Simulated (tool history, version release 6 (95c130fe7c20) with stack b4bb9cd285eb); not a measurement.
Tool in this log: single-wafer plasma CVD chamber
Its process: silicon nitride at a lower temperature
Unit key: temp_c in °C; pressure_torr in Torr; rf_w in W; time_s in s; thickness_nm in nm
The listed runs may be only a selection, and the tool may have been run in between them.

Run 1, hour 0.0: temp_c 360 °C, pressure_torr 1.19 Torr, rf_w 305 W, time_s 18.1 s. Result: thickness_nm 20.603 nm.
Run 2, hour 8.9: temp_c 360 °C, pressure_torr 1.19 Torr, rf_w 305 W, time_s 18.1 s. Result: thickness_nm 20.673 nm.
Run 3, hour 15.6: temp_c 360 °C, pressure_torr 1.19 Torr, rf_w 340 W, time_s 18.1 s. Result: thickness_nm 22.665 nm.
Run 4, hour 17.0: temp_c 360 °C, pressure_torr 1.04 Torr, rf_w 340 W, time_s 18.1 s. Result: thickness_nm 21.652 nm.
Run 5, hour 18.6: temp_c 360 °C, pressure_torr 0.98 Torr, rf_w 330 W, time_s 18.1 s. Result: thickness_nm 20.511 nm.
Run 6, hour 24.8: temp_c 350 °C, pressure_torr 0.98 Torr, rf_w 330 W, time_s 18.1 s. Result: thickness_nm 20.694 nm.
Run 7, hour 27.5: temp_c 350 °C, pressure_torr 0.93 Torr, rf_w 320 W, time_s 18.1 s. Result: thickness_nm 19.833 nm.
Run 8, hour 35.9: temp_c 350 °C, pressure_torr 0.89 Torr, rf_w 315 W, time_s 18.1 s. Result: thickness_nm 19.287 nm.
Run 9, hour 41.6: temp_c 350 °C, pressure_torr 0.86 Torr, rf_w 310 W, time_s 18.1 s. Result: thickness_nm 18.579 nm.
Run 10, hour 47.4: temp_c 350 °C, pressure_torr 0.83 Torr, rf_w 310 W, time_s 18.1 s. Result: thickness_nm 18.203 nm.
Run 11, hour 55.1: temp_c 350 °C, pressure_torr 0.81 Torr, rf_w 310 W, time_s 18.1 s. Result: thickness_nm 18.325 nm.
Run 12, hour 61.5: temp_c 350 °C, pressure_torr 0.79 Torr, rf_w 310 W, time_s 18.1 s. Result: thickness_nm 18.108 nm.

What does the tool deliver on the next run?
Run 13, hour 65.7: temp_c 350 °C, pressure_torr 0.77 Torr, rf_w 310 W, time_s 18.1 s. Result: thickness_nm ?.

{"run 13": {"thickness_nm": 17.749}}
